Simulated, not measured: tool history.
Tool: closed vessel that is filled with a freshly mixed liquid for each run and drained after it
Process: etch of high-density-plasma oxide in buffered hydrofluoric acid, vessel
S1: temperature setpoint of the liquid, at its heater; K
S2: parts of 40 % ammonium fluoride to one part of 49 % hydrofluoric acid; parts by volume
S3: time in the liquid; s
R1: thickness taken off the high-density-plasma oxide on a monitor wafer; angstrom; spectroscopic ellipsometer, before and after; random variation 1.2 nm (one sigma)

run	day	S1	S2	S3	R1
1	0.000	294.15	12.5	95	904.78
2	0.092	295.15	12.0	95	1001.10
3	0.383	296.15	11.5	95	1104.20
4	0.479	296.15	14.5	95	888.36
5	0.767	297.65	14.5	95	954.78
6	1.017	297.65	14.5	95	962.77
7	1.342	298.15	13.5	95	1056.70
8	1.533	298.65	12.5	95	1174.50

Run 9 comes next. What will it give?
9	1.758	298.65	12.5	95	?

R1: 1170.60 angstrom
